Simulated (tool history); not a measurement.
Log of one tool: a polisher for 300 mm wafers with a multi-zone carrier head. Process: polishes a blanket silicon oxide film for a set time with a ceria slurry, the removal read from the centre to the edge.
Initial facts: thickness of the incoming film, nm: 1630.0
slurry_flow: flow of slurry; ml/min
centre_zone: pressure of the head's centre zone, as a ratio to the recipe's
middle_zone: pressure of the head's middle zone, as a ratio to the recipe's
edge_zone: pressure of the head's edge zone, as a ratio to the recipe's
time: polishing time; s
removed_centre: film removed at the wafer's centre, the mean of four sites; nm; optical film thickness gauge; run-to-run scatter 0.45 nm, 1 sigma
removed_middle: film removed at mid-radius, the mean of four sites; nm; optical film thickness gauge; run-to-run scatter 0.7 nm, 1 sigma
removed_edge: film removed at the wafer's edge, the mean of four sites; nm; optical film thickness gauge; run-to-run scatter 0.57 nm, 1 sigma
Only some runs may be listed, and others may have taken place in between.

run	hour	slurry_flow	centre_zone	middle_zone	edge_zone	time	removed_centre	removed_middle	removed_edge
1	0	190	1	1	1	38	91.827	89.8	90.651
2	2.9	190	1	1.07	1	38	91.147	95.876	91.756
3	9.4	185	0.98	1.07	0.99	37	87.311	91.011	88.442
4	13.9	185	0.96	1.08	0.99	36	81.971	90.084	85.745
5	17.9	185	0.96	1	0.99	36	82.783	83.97	85.87
6	20.4	185	0.96	1	0.99	31	70.451	72.825	74.065
7	27.4	180	0.94	1.01	0.98	31	69.212	74.058	73.432

What will run 8 give?
8	35.9	180	0.94	1.01	0.98	31	?	?	?

Run 8 measured removed_centre 69.68 nm, removed_middle 75.188 nm, removed_edge 73.718 nm.
